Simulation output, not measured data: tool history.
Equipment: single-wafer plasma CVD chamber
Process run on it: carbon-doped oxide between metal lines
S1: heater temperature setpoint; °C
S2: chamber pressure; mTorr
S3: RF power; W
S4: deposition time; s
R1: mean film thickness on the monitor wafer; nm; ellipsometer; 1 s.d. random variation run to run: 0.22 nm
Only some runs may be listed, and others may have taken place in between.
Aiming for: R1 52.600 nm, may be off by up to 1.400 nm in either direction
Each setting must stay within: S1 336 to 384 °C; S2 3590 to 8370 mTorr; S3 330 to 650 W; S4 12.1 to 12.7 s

Run 1, hour 0.0: S1 360 °C, S2 5980 mTorr, S3 490 W, S4 12.7 s. Result: R1 61.894 nm.
Run 2, hour 8.2: S1 360 °C, S2 5930 mTorr, S3 475 W, S4 12.7 s. Result: R1 59.509 nm.
Run 3, hour 9.8: S1 366 °C, S2 5930 mTorr, S3 475 W, S4 12.7 s. Result: R1 57.971 nm.
Run 4, hour 15.4: S1 366 °C, S2 4900 mTorr, S3 475 W, S4 12.7 s. Result: R1 57.213 nm.
Run 5, hour 19.1: S1 366 °C, S2 4900 mTorr, S3 475 W, S4 12.7 s. Result: R1 57.471 nm.
At hour 21.7: RF generator calibrated.
Run 6, hour 21.7: S1 366 °C, S2 5650 mTorr, S3 475 W, S4 12.7 s. Result: R1 61.606 nm.
Run 7, hour 23.2: S1 369 °C, S2 4450 mTorr, S3 450 W, S4 12.6 s. Result: R1 55.843 nm.
Run 8, hour 29.4: S1 369 °C, S2 4430 mTorr, S3 445 W, S4 12.6 s. Result: R1 55.452 nm.

Which single option among these 5 for the next run brings every result within its allowed miss of target? Just one does.
Run A, hour 35.6: S1 371 °C, S2 5280 mTorr, S3 460 W, S4 12.1 s. Result: R1 ?.
Run B, hour 35.6: S1 366 °C, S2 4010 mTorr, S3 470 W, S4 12.1 s. Result: R1 ?.
Run C, hour 35.6: S1 367 °C, S2 4580 mTorr, S3 440 W, S4 12.1 s. Result: R1 ?.
Run D, hour 35.6: S1 367 °C, S2 3960 mTorr, S3 475 W, S4 12.1 s. Result: R1 ?.
Run E, hour 35.6: S1 380 °C, S2 4440 mTorr, S3 480 W, S4 12.1 s. Result: R1 ?.

move      R1
   A  55.854
   B  56.298
   C  52.756
   D  56.703
   E  56.411
A: its largest miss is bigger than the last run's
B: its largest miss is bigger than the last run's
C: all results land within tolerance of their targets
D: its largest miss is bigger than the last run's
E: its largest miss is bigger than the last run's
Answer: C

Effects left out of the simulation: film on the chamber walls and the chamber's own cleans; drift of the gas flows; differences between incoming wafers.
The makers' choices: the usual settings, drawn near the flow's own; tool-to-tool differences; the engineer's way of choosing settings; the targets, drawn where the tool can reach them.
